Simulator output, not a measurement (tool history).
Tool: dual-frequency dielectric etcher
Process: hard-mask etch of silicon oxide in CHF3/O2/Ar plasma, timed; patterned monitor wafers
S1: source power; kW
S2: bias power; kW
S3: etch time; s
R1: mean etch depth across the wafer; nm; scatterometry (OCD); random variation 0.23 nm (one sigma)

| run | hour | S1 | S2 | S3 | R1 |
|---|---|---|---|---|---|
| 1 | 0.0 | 0.900 | 0.159 | 17.5 | 42.351 |
| 2 | 4.7 | 0.900 | 0.171 | 17.5 | 43.236 |
| 3 | 6.7 | 0.900 | 0.143 | 17.5 | 41.111 |
| 4 | 12.4 | 0.900 | 0.143 | 16.0 | 37.436 |
| 5 | 19.9 | 1.030 | 0.143 | 16.0 | 39.666 |
| 6 | 22.5 | 1.010 | 0.142 | 16.0 | 38.662 |
| 7 | 24.1 | 0.990 | 0.140 | 16.0 | 38.891 |
| 8 | 28.8 | 0.970 | 0.139 | 16.0 | 38.571 |

Forecast run 9:
| 9 | 32.9 | 0.950 | 0.138 | 16.0 | ? |

{"run 9": {"R1": 38.167}}
